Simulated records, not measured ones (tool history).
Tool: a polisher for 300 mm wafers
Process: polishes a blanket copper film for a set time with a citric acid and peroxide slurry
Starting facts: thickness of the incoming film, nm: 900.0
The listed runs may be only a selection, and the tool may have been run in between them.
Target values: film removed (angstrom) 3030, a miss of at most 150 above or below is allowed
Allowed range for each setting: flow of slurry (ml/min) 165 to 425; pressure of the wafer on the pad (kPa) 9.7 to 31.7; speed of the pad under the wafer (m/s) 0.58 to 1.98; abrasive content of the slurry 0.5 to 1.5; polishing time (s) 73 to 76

| run | hour | flow of slurry (ml/min) | pressure of the wafer on the pad (kPa) | speed of the pad under the wafer (m/s) | abrasive content of the slurry | polishing time (s) | film removed (angstrom) |
|---|---|---|---|---|---|---|---|
| 1 | 0 | 275 | 20.7 | 1.28 | 1 | 73 | 2076.5 |
| 2 | 3.5 | 275 | 20.7 | 1.28 | 1 | 73 | 2056.2 |
| 3 | 6.8 | 275 | 20.7 | 1.14 | 1 | 73 | 1853.3 |
| 4 | 13.6 | 305 | 20.7 | 1.14 | 1 | 73 | 1888.1 |
| 5 | 14.3 | 305 | 22.8 | 1.16 | 1 | 73 | 2089.4 |
| 6 | 18.4 | 265 | 22.8 | 1.16 | 1 | 73 | 2038.8 |
|  | 24.4 | slurry blender recalibrated |
| 7 | 24.4 | 270 | 28.3 | 1.22 | 1 | 73 | 2718.5 |
| 8 | 27.7 | 270 | 29 | 1.22 | 1 | 73 | 2779.6 |
| 9 | 36.3 | 270 | 29.6 | 1.22 | 1 | 73 | 2861.6 |

5 candidate next runs follow, results not yet known. Just one meets every target within its allowed miss. Identify it.
| A | 44.9 | 270 | 29.6 | 1.36 | 1 | 76 | ? |
| B | 44.9 | 310 | 29 | 1.28 | 1.05 | 74 | ? |
| C | 44.9 | 245 | 29 | 1.24 | 1.05 | 73 | ? |
| D | 44.9 | 350 | 31.7 | 0.98 | 1 | 76 | ? |
| E | 44.9 | 285 | 26.9 | 1.22 | 1.05 | 73 | ? |

| move | film removed (angstrom) |
|---|---|
| A | 3257.5 |
| B | 3027.4 |
| C | 2832.9 |
| D | 2680.9 |
| E | 2669.2 |
A: takes the biggest miss from the last run beyond its target
B: meets every target
C: lands further from the targets than the last run did
D: lands further from the targets than the last run did
E: lands further from the targets than the last run did
The move that meets every target is B.

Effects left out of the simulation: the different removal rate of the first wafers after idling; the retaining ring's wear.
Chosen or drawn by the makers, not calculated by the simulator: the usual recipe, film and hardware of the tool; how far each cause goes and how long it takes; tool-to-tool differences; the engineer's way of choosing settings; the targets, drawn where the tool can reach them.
